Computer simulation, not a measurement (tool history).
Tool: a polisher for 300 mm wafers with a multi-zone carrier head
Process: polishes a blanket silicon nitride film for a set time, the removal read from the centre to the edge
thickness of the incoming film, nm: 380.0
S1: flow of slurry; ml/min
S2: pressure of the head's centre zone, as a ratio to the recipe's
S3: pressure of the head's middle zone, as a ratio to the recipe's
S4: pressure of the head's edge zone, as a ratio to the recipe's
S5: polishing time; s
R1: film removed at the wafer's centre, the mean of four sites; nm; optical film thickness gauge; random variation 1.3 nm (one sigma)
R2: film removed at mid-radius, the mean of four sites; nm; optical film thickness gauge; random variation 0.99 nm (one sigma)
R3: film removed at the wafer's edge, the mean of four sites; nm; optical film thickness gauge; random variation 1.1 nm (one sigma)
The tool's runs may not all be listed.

run  hour   S1    S2    S3    S4  S5      R1      R2      R3
  1   0.0  150  1.00  1.00  1.00  38  73.621  71.591  73.326
  2   6.3  165  1.00  1.00  1.00  38  75.733  71.380  74.909
  3   6.9  170  0.99  1.03  1.03  40  79.742  79.198  80.022
  4  12.6  195  0.99  1.03  1.03  40  81.183  78.954  81.377
  5  14.0  195  0.93  1.03  1.03  40  76.727  79.739  79.857
  6  14.9  195  0.94  1.04  1.06  41  78.016  80.936  82.661
  7  21.0  195  0.95  1.05  1.08  42  82.706  85.171  87.586
  8  25.8  195  0.96  1.07  1.10  42  83.794  85.675  86.049
  9  28.4  195  0.96  1.07  1.10  42  84.462  86.197  85.744
 10  30.7  195  0.95  1.06  1.10  43  84.032  87.128  90.409

The next listed run, before its measurement:
 11  31.6  195  0.95  1.07  1.11  44   ?   ?   ?

R1: 86.359 nm
R2: 91.036 nm
R3: 91.634 nm

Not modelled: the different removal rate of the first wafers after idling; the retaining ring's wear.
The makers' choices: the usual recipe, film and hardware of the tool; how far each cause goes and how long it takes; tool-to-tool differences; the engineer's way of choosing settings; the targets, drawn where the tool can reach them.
